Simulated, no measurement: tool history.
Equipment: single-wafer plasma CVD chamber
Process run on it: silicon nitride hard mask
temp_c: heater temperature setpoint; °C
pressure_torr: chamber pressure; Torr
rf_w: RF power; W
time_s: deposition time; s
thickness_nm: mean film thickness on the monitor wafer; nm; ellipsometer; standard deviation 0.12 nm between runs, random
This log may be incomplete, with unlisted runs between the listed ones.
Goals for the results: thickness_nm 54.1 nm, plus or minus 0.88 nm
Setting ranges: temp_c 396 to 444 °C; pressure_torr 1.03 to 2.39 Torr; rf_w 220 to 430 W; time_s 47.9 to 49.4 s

| run | hour | temp_c | pressure_torr | rf_w | time_s | thickness_nm |
|---|---|---|---|---|---|---|
| 1 | 0 | 420 | 1.71 | 325 | 47.9 | 61.127 |
| 2 | 5.7 | 420 | 1.71 | 345 | 47.9 | 62.823 |
| 3 | 7.4 | 411 | 1.71 | 345 | 47.9 | 63.344 |
| 4 | 10.3 | 411 | 1.63 | 340 | 47.9 | 61.974 |
| 5 | 14.2 | 411 | 1.56 | 335 | 47.9 | 60.571 |
| 6 | 22.5 | 411 | 1.56 | 365 | 47.9 | 62.477 |
| 7 | 27.6 | 411 | 1.49 | 360 | 47.9 | 61.455 |
| 8 | 31.2 | 411 | 1.43 | 355 | 47.9 | 60.262 |
| 9 | 32.2 | 411 | 1.38 | 350 | 47.9 | 59.373 |
| 10 | 40.5 | 411 | 1.33 | 345 | 47.9 | 58.215 |
| 11 | 45.6 | 411 | 1.29 | 345 | 47.9 | 57.686 |
| 12 | 46.4 | 411 | 1.26 | 345 | 47.9 | 57.075 |
| 13 | 48.7 | 411 | 1.03 | 335 | 47.9 | 52.332 |
| 14 | 53.4 | 411 | 1.03 | 335 | 47.9 | 52.381 |
| 15 | 55.1 | 411 | 1.05 | 335 | 47.9 | 52.66 |
| 16 | 60 | 411 | 1.2 | 340 | 47.9 | 55.552 |
| 17 | 62.5 | 411 | 1.19 | 340 | 47.9 | 55.933 |
| 18 | 68.7 | 411 | 1.17 | 340 | 47.9 | 55.322 |
| 19 | 72 | 411 | 1.16 | 340 | 47.9 | 55.089 |
| 20 | 77.4 | 411 | 1.15 | 340 | 47.9 | 55.022 |

Which single option among these 5 for the next run brings every result within its allowed miss of target? Just one does.
| A | 82.8 | 401 | 1.08 | 360 | 48.8 | ? |
| B | 82.8 | 402 | 1.07 | 365 | 49.4 | ? |
| C | 82.8 | 412 | 1.21 | 340 | 47.9 | ? |
| D | 82.8 | 409 | 1.17 | 325 | 47.9 | ? |
| E | 82.8 | 398 | 1.12 | 365 | 47.9 | ? |

| move | thickness_nm |
|---|---|
| A | 56.276 |
| B | 57.084 |
| C | 55.922 |
| D | 54.262 |
| E | 56.406 |
A: its largest miss is bigger than the last run's
B: its largest miss is bigger than the last run's
C: its largest miss is bigger than the last run's
D: every result lands within tolerance
E: its largest miss is bigger than the last run's
Go with D: it meets all targets.

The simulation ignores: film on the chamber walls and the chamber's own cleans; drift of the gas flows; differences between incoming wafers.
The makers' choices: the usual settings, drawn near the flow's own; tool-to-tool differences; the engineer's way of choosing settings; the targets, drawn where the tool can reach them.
